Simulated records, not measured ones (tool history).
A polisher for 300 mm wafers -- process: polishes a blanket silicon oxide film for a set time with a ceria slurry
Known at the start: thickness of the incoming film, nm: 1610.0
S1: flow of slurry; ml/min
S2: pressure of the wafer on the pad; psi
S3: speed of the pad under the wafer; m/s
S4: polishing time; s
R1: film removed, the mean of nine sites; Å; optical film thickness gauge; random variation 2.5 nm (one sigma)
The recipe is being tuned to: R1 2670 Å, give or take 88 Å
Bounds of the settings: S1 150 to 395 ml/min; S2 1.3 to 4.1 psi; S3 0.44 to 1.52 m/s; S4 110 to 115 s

run,hour,S1,S2,S3,S4,R1
1,0,250,2.7,0.98,110,4208.7
2,3.5,250,3.3,0.98,110,5128.6
3,5.9,250,3.3,1.2,110,6041
4,12.4,250,3.3,1.2,115,6561.3
5,17.8,250,3.3,1.38,115,7350.7
6,25,250,2.7,1.38,115,6085.8
7,31.3,250,2.5,1.34,115,5404.2
8,32.3,250,2.4,1.3,115,5156.6
9,40.4,245,1.7,1.02,114,2927.5

Exercise: of the 5 proposed moves below, exactly one satisfies all targets within the stated allowed misses. Which move is it?
A,48.5,210,1.8,1.12,115,?
B,48.5,210,1.4,1.16,115,?
C,48.5,170,1.8,1.08,110,?
D,48.5,255,1.8,1,111,?
E,48.5,280,1.7,0.98,115,?

move,R1
A,3312.6
B,2699.9
C,2954.8
D,2936.1
E,2853.3
A: the biggest miss grows against the last run
B: each result inside its tolerance
C: the biggest miss grows against the last run
D: as far off as the last run
E: nearer the targets than the last run, but a result is still out of spec
B is the move that brings every result within its allowed miss.

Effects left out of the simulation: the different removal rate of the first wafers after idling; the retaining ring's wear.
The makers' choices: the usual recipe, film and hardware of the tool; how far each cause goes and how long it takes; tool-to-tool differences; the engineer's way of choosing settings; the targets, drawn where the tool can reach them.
